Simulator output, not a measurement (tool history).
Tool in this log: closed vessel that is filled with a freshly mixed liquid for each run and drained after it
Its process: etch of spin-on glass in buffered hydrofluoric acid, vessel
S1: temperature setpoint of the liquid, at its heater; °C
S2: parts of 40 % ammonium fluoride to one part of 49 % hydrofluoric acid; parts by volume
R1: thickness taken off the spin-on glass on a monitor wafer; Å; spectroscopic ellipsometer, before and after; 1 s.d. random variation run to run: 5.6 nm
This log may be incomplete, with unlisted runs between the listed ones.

run 1 hour=0 | S1=24 S2=11 time_in_the_liquid_(s)=95 | R1=3655.8
run 2 hour=2.5 | S1=24 S2=9 time_in_the_liquid_(s)=95 | R1=4240.3
run 3 hour=5.1 | S1=24 S2=12 time_in_the_liquid_(s)=95 | R1=3349
run 4 hour=9.6 | S1=27 S2=12 time_in_the_liquid_(s)=95 | R1=3932.5
run 5 hour=11.4 | S1=27.5 S2=11.5 time_in_the_liquid_(s)=95 | R1=4284.8
run 6 hour=15.9 | S1=28 S2=11 time_in_the_liquid_(s)=95 | R1=4558

Estimate the outcome of run 7 from the log above:
run 7 hour=21.7 | S1=32 S2=7.5 time_in_the_liquid_(s)=95 | R1=?

R1: 8010.7 Å

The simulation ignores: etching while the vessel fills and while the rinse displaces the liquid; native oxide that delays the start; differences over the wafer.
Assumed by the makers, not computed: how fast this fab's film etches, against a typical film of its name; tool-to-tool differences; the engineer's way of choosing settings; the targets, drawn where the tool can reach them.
